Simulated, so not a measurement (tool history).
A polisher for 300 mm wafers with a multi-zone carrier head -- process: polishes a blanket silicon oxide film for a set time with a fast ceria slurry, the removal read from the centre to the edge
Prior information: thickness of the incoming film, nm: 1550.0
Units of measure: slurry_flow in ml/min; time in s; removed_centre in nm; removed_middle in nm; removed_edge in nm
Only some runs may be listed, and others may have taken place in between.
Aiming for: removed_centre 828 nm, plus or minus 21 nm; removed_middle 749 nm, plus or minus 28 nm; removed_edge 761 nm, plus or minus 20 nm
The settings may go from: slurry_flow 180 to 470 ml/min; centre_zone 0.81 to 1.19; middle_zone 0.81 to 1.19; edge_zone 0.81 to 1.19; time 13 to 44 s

Run 1, hour 0: slurry_flow 300 ml/min, centre_zone 1, middle_zone 1, edge_zone 1, time 28 s. Result: removed_centre 606.95 nm, removed_middle 607.95 nm, removed_edge 593.53 nm.
Run 2, hour 3.6: slurry_flow 310 ml/min, centre_zone 1.03, middle_zone 1.01, edge_zone 1.04, time 29 s. Result: removed_centre 634.03 nm, removed_middle 626.99 nm, removed_edge 617.83 nm.
Run 3, hour 4.5: slurry_flow 315 ml/min, centre_zone 1.06, middle_zone 1.01, edge_zone 1.06, time 30 s. Result: removed_centre 677.22 nm, removed_middle 651.8 nm, removed_edge 650.43 nm.
Run 4, hour 6: slurry_flow 385 ml/min, centre_zone 1.06, middle_zone 1.01, edge_zone 1.06, time 30 s. Result: removed_centre 694.09 nm, removed_middle 654.1 nm, removed_edge 654.11 nm.
Run 5, hour 8.3: slurry_flow 385 ml/min, centre_zone 1.06, middle_zone 1.01, edge_zone 1.13, time 30 s. Result: removed_centre 684.47 nm, removed_middle 664.64 nm, removed_edge 681.44 nm.
Run 6, hour 9: slurry_flow 385 ml/min, centre_zone 1.06, middle_zone 1.01, edge_zone 1.07, time 30 s. Result: removed_centre 682.56 nm, removed_middle 663.88 nm, removed_edge 659.69 nm.
Run 7, hour 12.1: slurry_flow 385 ml/min, centre_zone 1.08, middle_zone 1.01, edge_zone 1.09, time 31 s. Result: removed_centre 717.31 nm, removed_middle 677.54 nm, removed_edge 681.02 nm.
Run 8, hour 18: slurry_flow 385 ml/min, centre_zone 1.08, middle_zone 1.01, edge_zone 1.09, time 31 s. Result: removed_centre 719.87 nm, removed_middle 687.3 nm, removed_edge 693.3 nm.
Run 9, hour 19.3: slurry_flow 385 ml/min, centre_zone 1.11, middle_zone 1.02, edge_zone 1.1, time 31 s. Result: removed_centre 718.15 nm, removed_middle 687.62 nm, removed_edge 698.37 nm.
Run 10, hour 27.2: slurry_flow 395 ml/min, centre_zone 1.12, middle_zone 1.02, edge_zone 1.09, time 32 s. Result: removed_centre 757.4 nm, removed_middle 714.24 nm, removed_edge 717.56 nm.
Run 11, hour 29.6: slurry_flow 400 ml/min, centre_zone 1.14, middle_zone 1.02, edge_zone 1.09, time 32 s. Result: removed_centre 764.73 nm, removed_middle 718.11 nm, removed_edge 710.98 nm.
Run 12, hour 35.5: slurry_flow 405 ml/min, centre_zone 1.15, middle_zone 1.02, edge_zone 1.1, time 32 s. Result: removed_centre 777.49 nm, removed_middle 715.6 nm, removed_edge 704.61 nm.
Run 13, hour 39: slurry_flow 405 ml/min, centre_zone 1.16, middle_zone 1.02, edge_zone 1.12, time 32 s. Result: removed_centre 773.08 nm, removed_middle 712.62 nm, removed_edge 725.9 nm.

Next run, 4 choices. One meets every target within its allowed miss, the rest don't. Which?
Run A, hour 42.5: slurry_flow 440 ml/min, centre_zone 1.15, middle_zone 1, edge_zone 1.1, time 34 s. Result: removed_centre ?, removed_middle ?, removed_edge ?.
Run B, hour 42.5: slurry_flow 355 ml/min, centre_zone 1.06, middle_zone 1, edge_zone 1.11, time 32 s. Result: removed_centre ?, removed_middle ?, removed_edge ?.
Run C, hour 42.5: slurry_flow 370 ml/min, centre_zone 1.08, middle_zone 0.98, edge_zone 1.15, time 33 s. Result: removed_centre ?, removed_middle ?, removed_edge ?.
Run D, hour 42.5: slurry_flow 470 ml/min, centre_zone 1.19, middle_zone 1.1, edge_zone 1, time 32 s. Result: removed_centre ?, removed_middle ?, removed_edge ?.

move  removed_centre  removed_middle  removed_edge
   A          834.46          745.58           766
   B          731.85          690.75        715.29
   C          766.57          702.58         753.3
   D          807.71          764.24        689.15
A: each result inside its tolerance
B: misses by more than the last run did
C: misses by more than the last run did
D: brings the result that was furthest off to its target, and leaves another outside
So the answer is move A, the one that meets all the targets.
